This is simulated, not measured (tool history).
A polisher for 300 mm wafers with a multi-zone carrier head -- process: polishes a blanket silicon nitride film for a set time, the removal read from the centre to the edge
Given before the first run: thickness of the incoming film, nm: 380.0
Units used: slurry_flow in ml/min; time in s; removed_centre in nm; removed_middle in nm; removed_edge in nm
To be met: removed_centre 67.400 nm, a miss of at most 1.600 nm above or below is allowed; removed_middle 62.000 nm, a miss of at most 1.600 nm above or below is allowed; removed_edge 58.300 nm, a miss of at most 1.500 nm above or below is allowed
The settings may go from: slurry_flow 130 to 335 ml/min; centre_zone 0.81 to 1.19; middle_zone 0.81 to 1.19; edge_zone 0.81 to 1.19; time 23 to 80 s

Run 1, hour 0.0: slurry_flow 215 ml/min, centre_zone 1.00, middle_zone 1.00, edge_zone 1.00, time 51 s. Result: removed_centre 104.810 nm, removed_middle 108.610 nm, removed_edge 108.360 nm.
Run 2, hour 3.1: slurry_flow 220 ml/min, centre_zone 1.03, middle_zone 0.99, edge_zone 0.94, time 42 s. Result: removed_centre 89.142 nm, removed_middle 90.008 nm, removed_edge 85.027 nm.
Run 3, hour 12.1: slurry_flow 220 ml/min, centre_zone 1.03, middle_zone 0.99, edge_zone 0.87, time 42 s. Result: removed_centre 90.747 nm, removed_middle 89.400 nm, removed_edge 83.556 nm.
Run 4, hour 21.0: slurry_flow 225 ml/min, centre_zone 1.04, middle_zone 0.97, edge_zone 0.86, time 37 s. Result: removed_centre 79.722 nm, removed_middle 76.533 nm, removed_edge 73.898 nm.
Run 5, hour 26.0: slurry_flow 215 ml/min, centre_zone 1.06, middle_zone 0.97, edge_zone 0.84, time 34 s. Result: removed_centre 75.781 nm, removed_middle 70.450 nm, removed_edge 65.943 nm.
Run 6, hour 30.9: slurry_flow 215 ml/min, centre_zone 1.06, middle_zone 0.89, edge_zone 0.84, time 34 s. Result: removed_centre 74.561 nm, removed_middle 65.849 nm, removed_edge 66.637 nm.
Run 7, hour 39.8: slurry_flow 195 ml/min, centre_zone 1.06, middle_zone 0.91, edge_zone 0.83, time 33 s. Result: removed_centre 70.501 nm, removed_middle 64.071 nm, removed_edge 63.472 nm.
Run 8, hour 43.1: slurry_flow 180 ml/min, centre_zone 1.07, middle_zone 0.92, edge_zone 0.82, time 33 s. Result: removed_centre 70.643 nm, removed_middle 63.939 nm, removed_edge 62.185 nm.
Run 9, hour 45.0: slurry_flow 165 ml/min, centre_zone 1.08, middle_zone 0.93, edge_zone 0.82, time 33 s. Result: removed_centre 70.865 nm, removed_middle 63.272 nm, removed_edge 60.766 nm.
Run 10, hour 53.5: slurry_flow 155 ml/min, centre_zone 1.08, middle_zone 0.94, edge_zone 0.82, time 33 s. Result: removed_centre 69.109 nm, removed_middle 62.967 nm, removed_edge 60.590 nm.
Run 11, hour 55.8: slurry_flow 150 ml/min, centre_zone 1.10, middle_zone 0.97, edge_zone 0.81, time 31 s. Result: removed_centre 66.423 nm, removed_middle 60.551 nm, removed_edge 57.469 nm.

Which one of the following 4 next-run settings gets every result inside its allowed miss? There is exactly one.
Run A, hour 58.1: slurry_flow 150 ml/min, centre_zone 1.13, middle_zone 1.01, edge_zone 0.86, time 31 s. Result: removed_centre ?, removed_middle ?, removed_edge ?.
Run B, hour 58.1: slurry_flow 190 ml/min, centre_zone 1.13, middle_zone 0.92, edge_zone 0.94, time 30 s. Result: removed_centre ?, removed_middle ?, removed_edge ?.
Run C, hour 58.1: slurry_flow 130 ml/min, centre_zone 1.11, middle_zone 1.01, edge_zone 0.81, time 31 s. Result: removed_centre ?, removed_middle ?, removed_edge ?.
Run D, hour 58.1: slurry_flow 180 ml/min, centre_zone 1.02, middle_zone 0.91, edge_zone 0.91, time 31 s. Result: removed_centre ?, removed_middle ?, removed_edge ?.

move  removed_centre  removed_middle  removed_edge
   A          67.023          62.574        57.677
   B          68.321          58.670        60.152
   C          63.210          60.384        54.808
   D          62.997          59.543        60.834
A: in spec on every target
B: further off than the last run
C: further off than the last run
D: further off than the last run
So the answer is move A, the one that meets all the targets.

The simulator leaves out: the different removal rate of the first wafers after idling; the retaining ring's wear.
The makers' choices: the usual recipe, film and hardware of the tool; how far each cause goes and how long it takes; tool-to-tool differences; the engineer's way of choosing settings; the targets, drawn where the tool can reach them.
